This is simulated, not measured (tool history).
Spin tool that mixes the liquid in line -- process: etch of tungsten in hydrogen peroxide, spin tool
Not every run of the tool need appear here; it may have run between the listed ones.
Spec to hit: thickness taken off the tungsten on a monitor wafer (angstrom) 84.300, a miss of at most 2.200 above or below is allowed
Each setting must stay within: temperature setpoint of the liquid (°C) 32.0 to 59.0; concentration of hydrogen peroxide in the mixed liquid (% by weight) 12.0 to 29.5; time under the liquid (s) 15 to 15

run,hour,temperature setpoint of the liquid (°C),concentration of hydrogen peroxide in the mixed liquid (% by weight),time under the liquid (s),thickness taken off the tungsten on a monitor wafer (angstrom)
1,0.0,43.0,20.0,15,179.800
2,5.2,41.5,19.5,15,161.330
3,13.0,41.5,19.5,15,164.780
4,16.9,40.0,19.0,15,145.190
5,25.7,45.0,19.0,15,199.660
6,32.5,48.5,19.0,15,251.120
7,39.2,46.0,19.0,15,215.300
8,46.8,44.0,19.0,15,188.870
9,48.4,42.0,18.5,15,163.590
10,57.1,40.5,18.5,15,149.850
11,65.0,39.0,18.0,15,133.550
12,67.5,38.0,18.0,15,123.870
# hour 69.4: thermometer replaced
13,69.4,37.0,18.0,15,127.910
14,71.4,32.0,13.0,15,79.014
15,75.7,32.5,13.0,15,80.809

Of the 5 settings listed for the next run, only one would bring every result within its allowed miss of target. Which one?
A,80.0,33.5,12.0,15,?
B,80.0,34.5,12.0,15,?
C,80.0,32.0,12.0,15,?
D,80.0,33.0,12.0,15,?
E,80.0,32.5,12.0,15,?

move,thickness taken off the tungsten on a monitor wafer (angstrom)
A,82.862
B,88.662
C,74.803
D,80.092
E,77.407
A: every result lands within tolerance
B: takes the result that was furthest off past its target
C: the biggest miss grows against the last run
D: the biggest miss grows against the last run
E: the biggest miss grows against the last run
Correct choice: A, which meets every target
